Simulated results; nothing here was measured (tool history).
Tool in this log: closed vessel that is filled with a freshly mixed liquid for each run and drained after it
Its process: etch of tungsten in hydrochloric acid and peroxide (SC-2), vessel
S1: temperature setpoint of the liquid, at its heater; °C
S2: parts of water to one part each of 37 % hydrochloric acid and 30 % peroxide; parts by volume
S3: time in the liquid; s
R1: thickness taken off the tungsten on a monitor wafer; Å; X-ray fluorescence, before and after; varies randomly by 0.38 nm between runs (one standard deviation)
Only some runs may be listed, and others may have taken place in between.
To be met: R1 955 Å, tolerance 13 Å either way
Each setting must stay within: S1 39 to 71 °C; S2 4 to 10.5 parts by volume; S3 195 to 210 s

run  hour    S1   S2   S3      R1
  1     0    55  5.5  195  833.56
  2   4.7    55  6.5  195  729.08
  3  13.6    55  6.5  195  729.69
  4  22.2  48.5  6.5  195  480.86
  5  24.9  52.5  6.5  195  621.32
  6  29.4  56.5  6.5  195  809.36
  7  37.4    57  6.5  195  839.34
  8  43.7  57.5  6.5  195  859.07
  9  45.5    58  6.5  195  887.53
 10  51.7  58.5  6.5  195  912.73

Below are 4 possible settings for the next run. Only one of them brings all results inside the allowed miss of their targets. Which is it?
  A  57.9  52.5    4  210   ?
  B  57.9  59.5  6.5  195   ?
  C  57.9    54  5.5  210   ?
  D  57.9    60    7  200   ?

move      R1
   A  945.54
   B  971.92
   C  834.35
   D   971.5
A: meets every target
B: pushes the last run's worst result past its target
C: misses by more than the last run did
D: pushes the last run's worst result past its target
Correct choice: A, which meets every target

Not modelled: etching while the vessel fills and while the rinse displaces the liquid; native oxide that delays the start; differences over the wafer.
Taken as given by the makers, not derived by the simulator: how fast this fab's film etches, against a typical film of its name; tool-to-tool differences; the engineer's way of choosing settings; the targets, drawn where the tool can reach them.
